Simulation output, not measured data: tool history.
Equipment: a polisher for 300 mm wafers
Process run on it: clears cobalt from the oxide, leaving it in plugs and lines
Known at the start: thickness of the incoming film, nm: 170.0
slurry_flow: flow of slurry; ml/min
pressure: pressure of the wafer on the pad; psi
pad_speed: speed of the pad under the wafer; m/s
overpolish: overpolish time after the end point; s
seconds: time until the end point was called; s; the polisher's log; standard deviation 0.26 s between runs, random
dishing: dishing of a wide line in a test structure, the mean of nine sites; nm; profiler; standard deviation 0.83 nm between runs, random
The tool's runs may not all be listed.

run  hour  slurry_flow  pressure  pad_speed  overpolish  seconds  dishing
  1   0.0          170       2.2       0.76          21   45.749   43.302
  2   3.5          175       2.6       0.78          19   38.401   45.163
  3   7.2          175       2.1       0.78          19   46.779   41.220
  4  15.9          175       2.6       0.80          18   36.289   45.263
  5  17.0          200       2.6       0.80          18   35.938   45.410
  6  21.0          200       2.6       0.94          18   31.442   47.722
  7  26.5          200       2.8       0.94          17   28.743   48.088
  8  28.1          200       2.9       0.94          17   27.822   48.979

Estimate the outcome of run 9 from the log above:
  9  34.4          200       3.0       0.94          17        ?        ?

Run 9 produced seconds 26.867 s, dishing 49.050 nm.
